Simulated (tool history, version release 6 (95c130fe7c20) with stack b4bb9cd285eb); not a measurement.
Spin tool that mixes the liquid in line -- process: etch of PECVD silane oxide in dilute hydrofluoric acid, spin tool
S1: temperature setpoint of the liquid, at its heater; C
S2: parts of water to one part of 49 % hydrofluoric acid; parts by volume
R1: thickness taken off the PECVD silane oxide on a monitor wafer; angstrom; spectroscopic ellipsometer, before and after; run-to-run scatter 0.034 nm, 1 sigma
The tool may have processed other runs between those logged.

run 1 hour=0.0 | S1=22.0 S2=120 time_under_the_liquid_(s)=50 | R1=124.830
run 2 hour=0.8 | S1=20.0 S2=120 time_under_the_liquid_(s)=50 | R1=115.420
run 3 hour=3.5 | S1=20.0 S2=155 time_under_the_liquid_(s)=50 | R1=85.581
run 4 hour=11.0 | S1=20.0 S2=155 time_under_the_liquid_(s)=55 | R1=94.924
run 5 hour=12.5 | S1=21.5 S2=155 time_under_the_liquid_(s)=55 | R1=100.410
run 6 hour=18.1 | S1=22.5 S2=155 time_under_the_liquid_(s)=55 | R1=104.560
run 7 hour=21.8 | S1=23.0 S2=155 time_under_the_liquid_(s)=55 | R1=106.250
run 8 hour=30.1 | S1=23.5 S2=155 time_under_the_liquid_(s)=55 | R1=108.850

Estimate the outcome of run 9 from the log above:
run 9 hour=31.9 | S1=24.0 S2=155 time_under_the_liquid_(s)=55 | R1=?

{"run 9": {"R1": 111.11}}
